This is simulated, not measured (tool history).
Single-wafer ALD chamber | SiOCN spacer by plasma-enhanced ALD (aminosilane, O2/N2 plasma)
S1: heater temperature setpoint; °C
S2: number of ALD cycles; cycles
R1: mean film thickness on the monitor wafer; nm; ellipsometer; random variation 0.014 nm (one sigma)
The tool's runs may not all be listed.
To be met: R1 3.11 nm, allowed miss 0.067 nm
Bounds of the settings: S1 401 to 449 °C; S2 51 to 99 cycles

{"run": 1, "hour": 0.0, "S1": 425, "S2": 75, "R1": 3.6679}
{"run": 2, "hour": 1.2, "S1": 434, "S2": 75, "R1": 3.548}
{"run": 3, "hour": 5.6, "S1": 424, "S2": 75, "R1": 3.6608}
{"run": 4, "hour": 14.4, "S1": 424, "S2": 70, "R1": 3.4603}
{"run": 5, "hour": 22.4, "S1": 424, "S2": 66, "R1": 3.2214}
{"run": 6, "hour": 28.0, "S1": 424, "S2": 58, "R1": 2.8253}
{"run": 7, "hour": 33.7, "S1": 420, "S2": 59, "R1": 2.9415}
{"run": 8, "hour": 39.0, "S1": 417, "S2": 59, "R1": 2.9483}
{"run": 9, "hour": 40.7, "S1": 415, "S2": 60, "R1": 2.9846}

Which of these 4 next moves meets every target?
{"run": "A", "hour": 42.4, "S1": 423, "S2": 59, "R1": "?"}
{"run": "B", "hour": 42.4, "S1": 418, "S2": 58, "R1": "?"}
{"run": "C", "hour": 42.4, "S1": 419, "S2": 57, "R1": "?"}
{"run": "D", "hour": 42.4, "S1": 413, "S2": 61, "R1": "?"}

move=A R1=2.8901
move=B R1=2.8814
move=C R1=2.8238
move=D R1=3.0728
A: further off than the last run
B: further off than the last run
C: further off than the last run
D: meets every target
Answer: D
